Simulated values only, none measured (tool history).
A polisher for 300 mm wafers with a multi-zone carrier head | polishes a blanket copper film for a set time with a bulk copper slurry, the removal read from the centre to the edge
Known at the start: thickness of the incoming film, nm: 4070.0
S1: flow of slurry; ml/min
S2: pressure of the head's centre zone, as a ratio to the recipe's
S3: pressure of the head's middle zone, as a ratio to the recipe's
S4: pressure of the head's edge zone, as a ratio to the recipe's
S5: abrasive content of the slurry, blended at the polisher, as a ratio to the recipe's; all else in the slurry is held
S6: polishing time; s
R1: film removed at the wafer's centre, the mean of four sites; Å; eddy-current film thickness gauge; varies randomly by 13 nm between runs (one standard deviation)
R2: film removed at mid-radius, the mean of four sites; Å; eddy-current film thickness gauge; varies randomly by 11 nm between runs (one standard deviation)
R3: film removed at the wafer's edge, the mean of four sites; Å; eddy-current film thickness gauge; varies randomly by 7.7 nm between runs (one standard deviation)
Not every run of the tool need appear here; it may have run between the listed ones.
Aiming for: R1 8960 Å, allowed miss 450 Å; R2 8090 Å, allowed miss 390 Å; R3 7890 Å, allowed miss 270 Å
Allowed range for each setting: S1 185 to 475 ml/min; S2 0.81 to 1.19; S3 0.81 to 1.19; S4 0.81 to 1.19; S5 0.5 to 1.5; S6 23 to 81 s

run	hour	S1	S2	S3	S4	S5	S6	R1	R2	R3
1	0	305	1	1	1	1	52	6733.3	6707.9	6767.9
2	8.6	310	1.04	1.02	1.02	1.1	52	7149.9	6910.1	6834
3	17.6	310	1.04	1.02	1.02	1.1	58	7979.8	7830.6	7721.3
4	19.2	310	1.04	1.02	1.05	1.1	58	7922.3	7778.5	7859
5	22.2	275	1.04	1.02	1.05	1.1	58	7710.7	7586.1	7799.5
6	28	290	1.06	1.02	1.05	1.1	58	8051	7728.6	7711.2
7	32.8	290	1.06	1.02	1.05	1.1	58	7961.1	7846.4	7752
8	37.5	300	1.08	1.01	1.05	1.15	58	8294	8036.8	7832.2
9	44.2	305	1.1	0.99	1.05	1.15	58	8432	7658.7	7826.3

4 next moves are on the table. One of them brings every result within its allowed miss. Which?
A	50.9	270	1.12	1.1	0.96	1.1	62	?	?	?
B	50.9	340	1.12	1.11	0.98	1.15	59	?	?	?
C	50.9	380	1.1	0.99	0.95	1.15	59	?	?	?
D	50.9	305	1.12	1.11	1	1.25	59	?	?	?

move	R1	R2	R3
A	9072.6	8760.6	7977.3
B	8933.2	8670.5	7839.2
C	8859	7944.3	7832.7
D	8946.9	8693.1	7931.3
A: meets the target for the result that was furthest off, but another lies outside its allowed miss
B: meets the target for the result that was furthest off, but another lies outside its allowed miss
C: hits every target within its allowed miss
D: meets the target for the result that was furthest off, but another lies outside its allowed miss
The move that meets every target is C.
